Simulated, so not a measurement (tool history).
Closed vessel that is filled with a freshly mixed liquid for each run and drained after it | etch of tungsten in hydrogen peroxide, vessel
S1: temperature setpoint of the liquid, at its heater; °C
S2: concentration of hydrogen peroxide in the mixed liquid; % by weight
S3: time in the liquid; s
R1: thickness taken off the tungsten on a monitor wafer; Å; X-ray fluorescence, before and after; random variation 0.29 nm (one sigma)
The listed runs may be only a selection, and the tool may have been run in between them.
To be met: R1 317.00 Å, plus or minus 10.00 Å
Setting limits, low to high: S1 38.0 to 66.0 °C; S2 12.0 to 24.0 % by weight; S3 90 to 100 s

run  hour    S1    S2  S3      R1
  1   0.0  54.0  16.0  90  739.77
  2   8.3  49.5  16.0  90  561.75
  3  15.4  54.0  16.0  90  740.12
  4  19.7  54.0  19.0  90  791.85
  5  23.5  54.0  19.0  90  800.21
  6  26.1  49.5  19.0  90  606.91
  7  34.6  46.5  19.0  90  511.24
  8  40.3  38.5  19.0  90  300.29

Which single option among these 5 for the next run brings every result within its allowed miss of target? Just one does.
  A  46.0  39.5  19.0  95   ?
  B  46.0  41.0  13.5  95   ?
  C  46.0  38.0  18.0  90   ?
  D  46.0  39.0  16.0  90   ?
  E  46.0  38.0  19.5  90   ?

move      R1
   A  344.18
   B  319.82
   C  287.62
   D  289.59
   E  299.36
A: pushes the last run's worst result past its target
B: hits every target within its allowed miss
C: lands further from the targets than the last run did
D: lands further from the targets than the last run did
E: lands further from the targets than the last run did
Correct choice: B, which meets every target
